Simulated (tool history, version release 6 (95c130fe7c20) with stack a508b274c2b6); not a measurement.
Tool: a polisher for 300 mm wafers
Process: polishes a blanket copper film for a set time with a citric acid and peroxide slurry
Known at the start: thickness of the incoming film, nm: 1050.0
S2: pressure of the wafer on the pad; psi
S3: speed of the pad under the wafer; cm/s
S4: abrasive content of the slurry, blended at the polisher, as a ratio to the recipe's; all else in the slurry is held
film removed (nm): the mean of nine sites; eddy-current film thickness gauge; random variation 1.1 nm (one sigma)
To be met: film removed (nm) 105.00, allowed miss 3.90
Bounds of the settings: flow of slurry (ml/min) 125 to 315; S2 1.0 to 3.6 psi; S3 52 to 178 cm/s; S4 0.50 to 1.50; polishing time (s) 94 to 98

Run 1, hour 0.0: flow of slurry (ml/min) 205, S2 2.3 psi, S3 114 cm/s, S4 1.00, polishing time (s) 94. Result: film removed (nm) 209.32.
Run 2, hour 3.8: flow of slurry (ml/min) 205, S2 2.3 psi, S3 114 cm/s, S4 0.90, polishing time (s) 94. Result: film removed (nm) 205.48.
Run 3, hour 4.4: flow of slurry (ml/min) 205, S2 2.3 psi, S3 126 cm/s, S4 0.90, polishing time (s) 94. Result: film removed (nm) 223.10.
Run 4, hour 12.8: flow of slurry (ml/min) 205, S2 2.2 psi, S3 124 cm/s, S4 0.90, polishing time (s) 94. Result: film removed (nm) 214.71.
Run 5, hour 14.0: flow of slurry (ml/min) 205, S2 2.5 psi, S3 124 cm/s, S4 0.90, polishing time (s) 94. Result: film removed (nm) 238.48.
Run 6, hour 15.2: flow of slurry (ml/min) 205, S2 2.3 psi, S3 120 cm/s, S4 0.90, polishing time (s) 94. Result: film removed (nm) 219.55.
Run 7, hour 22.4: flow of slurry (ml/min) 195, S2 1.7 psi, S3 88 cm/s, S4 0.85, polishing time (s) 94. Result: film removed (nm) 116.22.
Run 8, hour 29.5: flow of slurry (ml/min) 195, S2 1.7 psi, S3 88 cm/s, S4 0.85, polishing time (s) 94. Result: film removed (nm) 118.97.
Run 9, hour 32.4: flow of slurry (ml/min) 195, S2 1.7 psi, S3 88 cm/s, S4 0.85, polishing time (s) 94. Result: film removed (nm) 117.89.
Run 10, hour 37.5: flow of slurry (ml/min) 190, S2 1.6 psi, S3 88 cm/s, S4 0.85, polishing time (s) 94. Result: film removed (nm) 112.23.

Which of these 4 next moves meets every target?
Run A, hour 42.6: flow of slurry (ml/min) 240, S2 1.9 psi, S3 74 cm/s, S4 0.80, polishing time (s) 97. Result: film removed (nm) ?.
Run B, hour 42.6: flow of slurry (ml/min) 180, S2 1.9 psi, S3 72 cm/s, S4 0.80, polishing time (s) 96. Result: film removed (nm) ?.
Run C, hour 42.6: flow of slurry (ml/min) 200, S2 1.4 psi, S3 106 cm/s, S4 0.90, polishing time (s) 95. Result: film removed (nm) ?.
Run D, hour 42.6: flow of slurry (ml/min) 180, S2 1.6 psi, S3 92 cm/s, S4 0.75, polishing time (s) 98. Result: film removed (nm) ?.

move  film removed (nm)
   A             115.37
   B             106.87
   C             120.69
   D             115.63
A: further off than the last run
B: meets every target
C: further off than the last run
D: further off than the last run
The right move is B.
